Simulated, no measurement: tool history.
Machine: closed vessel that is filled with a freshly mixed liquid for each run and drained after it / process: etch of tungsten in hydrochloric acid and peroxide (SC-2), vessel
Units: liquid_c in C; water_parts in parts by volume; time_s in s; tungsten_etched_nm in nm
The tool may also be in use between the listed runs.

run 1 hour=0 | liquid_c=61 water_parts=8.5 time_s=105 | tungsten_etched_nm=60.967
run 2 hour=4.1 | liquid_c=60.5 water_parts=8.5 time_s=105 | tungsten_etched_nm=59.453
run 3 hour=11 | liquid_c=63.5 water_parts=8.5 time_s=105 | tungsten_etched_nm=70.824
run 4 hour=13.1 | liquid_c=63.5 water_parts=10.5 time_s=105 | tungsten_etched_nm=59.277
run 5 hour=20.4 | liquid_c=63.5 water_parts=10.5 time_s=105 | tungsten_etched_nm=59.846
run 6 hour=28.4 | liquid_c=70 water_parts=10.5 time_s=105 | tungsten_etched_nm=90.243
run 7 hour=31.1 | liquid_c=62 water_parts=10.5 time_s=105 | tungsten_etched_nm=54.327

Run 8 comes next. What will it give?
run 8 hour=34.1 | liquid_c=61.5 water_parts=10.5 time_s=105 | tungsten_etched_nm=?

{"run 8": {"tungsten_etched_nm": 52.367}}
